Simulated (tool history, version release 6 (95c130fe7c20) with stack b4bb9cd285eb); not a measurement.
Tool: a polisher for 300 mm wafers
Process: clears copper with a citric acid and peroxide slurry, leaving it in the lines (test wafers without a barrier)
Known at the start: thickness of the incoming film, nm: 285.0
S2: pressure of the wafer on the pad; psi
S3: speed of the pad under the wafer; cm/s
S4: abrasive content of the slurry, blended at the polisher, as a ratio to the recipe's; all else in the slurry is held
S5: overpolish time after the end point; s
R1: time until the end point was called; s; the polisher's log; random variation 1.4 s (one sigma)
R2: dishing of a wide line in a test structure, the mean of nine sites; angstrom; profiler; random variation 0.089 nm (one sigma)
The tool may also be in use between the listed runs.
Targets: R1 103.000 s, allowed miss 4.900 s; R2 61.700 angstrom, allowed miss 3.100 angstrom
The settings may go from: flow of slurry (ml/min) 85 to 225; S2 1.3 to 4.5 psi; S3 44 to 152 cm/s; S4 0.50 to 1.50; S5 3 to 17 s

Run 1, hour 0.0: flow of slurry (ml/min) 145, S2 2.9 psi, S3 98 cm/s, S4 1.00, S5 9 s. Result: R1 150.880 s, R2 118.200 angstrom.
Run 2, hour 5.1: flow of slurry (ml/min) 145, S2 2.9 psi, S3 74 cm/s, S4 1.00, S5 9 s. Result: R1 206.510 s, R2 91.195 angstrom.
Run 3, hour 9.8: flow of slurry (ml/min) 140, S2 3.0 psi, S3 78 cm/s, S4 0.95, S5 8 s. Result: R1 186.850 s, R2 88.011 angstrom.
Run 4, hour 12.0: flow of slurry (ml/min) 135, S2 3.1 psi, S3 78 cm/s, S4 0.90, S5 7 s. Result: R1 184.910 s, R2 78.108 angstrom.
Run 5, hour 14.6: flow of slurry (ml/min) 135, S2 3.1 psi, S3 92 cm/s, S4 0.90, S5 7 s. Result: R1 157.350 s, R2 90.499 angstrom.
Run 6, hour 23.3: flow of slurry (ml/min) 135, S2 3.4 psi, S3 92 cm/s, S4 0.90, S5 7 s. Result: R1 144.130 s, R2 98.603 angstrom.
Run 7, hour 24.6: flow of slurry (ml/min) 130, S2 3.4 psi, S3 94 cm/s, S4 0.85, S5 7 s. Result: R1 142.130 s, R2 98.461 angstrom.
Run 8, hour 25.5: flow of slurry (ml/min) 125, S2 3.5 psi, S3 96 cm/s, S4 0.80, S5 7 s. Result: R1 142.620 s, R2 100.700 angstrom.
Run 9, hour 31.8: flow of slurry (ml/min) 135, S2 3.3 psi, S3 98 cm/s, S4 0.90, S5 7 s. Result: R1 139.580 s, R2 102.720 angstrom.
Run 10, hour 34.7: flow of slurry (ml/min) 130, S2 3.4 psi, S3 100 cm/s, S4 0.85, S5 7 s. Result: R1 133.960 s, R2 104.000 angstrom.
Run 11, hour 35.7: flow of slurry (ml/min) 125, S2 3.4 psi, S3 104 cm/s, S4 0.80, S5 7 s. Result: R1 136.460 s, R2 107.820 angstrom.

4 next moves are on the table. One of them brings every result within its allowed miss. Which?
Run A, hour 36.7: flow of slurry (ml/min) 90, S2 3.8 psi, S3 124 cm/s, S4 0.95, S5 3 s. Result: R1 ?, R2 ?.
Run B, hour 36.7: flow of slurry (ml/min) 105, S2 4.1 psi, S3 132 cm/s, S4 0.85, S5 3 s. Result: R1 ?, R2 ?.
Run C, hour 36.7: flow of slurry (ml/min) 175, S2 3.5 psi, S3 102 cm/s, S4 1.05, S5 3 s. Result: R1 ?, R2 ?.
Run D, hour 36.7: flow of slurry (ml/min) 115, S2 2.7 psi, S3 108 cm/s, S4 0.60, S5 12 s. Result: R1 ?, R2 ?.

move       R1       R2
   A  104.620   60.459
   B   90.557   69.333
   C  118.220   53.802
   D  174.750  134.720
A: meets every target
B: nearer than the last run, and not there yet
C: takes the result that was furthest off past its target
D: further off than the last run
The right move is A.
